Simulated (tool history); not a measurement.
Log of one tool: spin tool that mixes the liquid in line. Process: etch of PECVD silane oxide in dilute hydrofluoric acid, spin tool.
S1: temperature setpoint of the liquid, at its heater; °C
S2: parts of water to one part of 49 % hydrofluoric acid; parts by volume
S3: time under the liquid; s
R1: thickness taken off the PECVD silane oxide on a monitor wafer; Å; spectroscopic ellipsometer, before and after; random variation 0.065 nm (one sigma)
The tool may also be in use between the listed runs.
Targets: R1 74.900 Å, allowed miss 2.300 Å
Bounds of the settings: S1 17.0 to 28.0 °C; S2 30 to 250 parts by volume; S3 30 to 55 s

Run 1, hour 0.0: S1 20.0 °C, S2 140 parts by volume, S3 55 s. Result: R1 59.350 Å.
Run 2, hour 0.9: S1 21.0 °C, S2 140 parts by volume, S3 55 s. Result: R1 61.451 Å.
Run 3, hour 4.8: S1 21.0 °C, S2 140 parts by volume, S3 55 s. Result: R1 60.442 Å.
Run 4, hour 13.8: S1 21.0 °C, S2 175 parts by volume, S3 55 s. Result: R1 48.146 Å.
Run 5, hour 19.6: S1 21.0 °C, S2 215 parts by volume, S3 55 s. Result: R1 37.049 Å.
Run 6, hour 24.9: S1 22.5 °C, S2 200 parts by volume, S3 55 s. Result: R1 43.135 Å.
Run 7, hour 26.1: S1 23.5 °C, S2 190 parts by volume, S3 55 s. Result: R1 47.268 Å.
Run 8, hour 30.2: S1 24.5 °C, S2 180 parts by volume, S3 55 s. Result: R1 51.942 Å.

4 next moves are on the table. One of them brings every result within its allowed miss. Which?
Run A, hour 34.3: S1 28.0 °C, S2 150 parts by volume, S3 55 s. Result: R1 ?.
Run B, hour 34.3: S1 28.0 °C, S2 130 parts by volume, S3 55 s. Result: R1 ?.
Run C, hour 34.3: S1 23.0 °C, S2 115 parts by volume, S3 55 s. Result: R1 ?.
Run D, hour 34.3: S1 28.0 °C, S2 135 parts by volume, S3 55 s. Result: R1 ?.

move      R1
   A  73.184
   B  86.616
   C  82.307
   D  82.875
A: meets every target
B: takes the result that was furthest off past its target
C: takes the result that was furthest off past its target
D: takes the result that was furthest off past its target
Move A is the one to make.
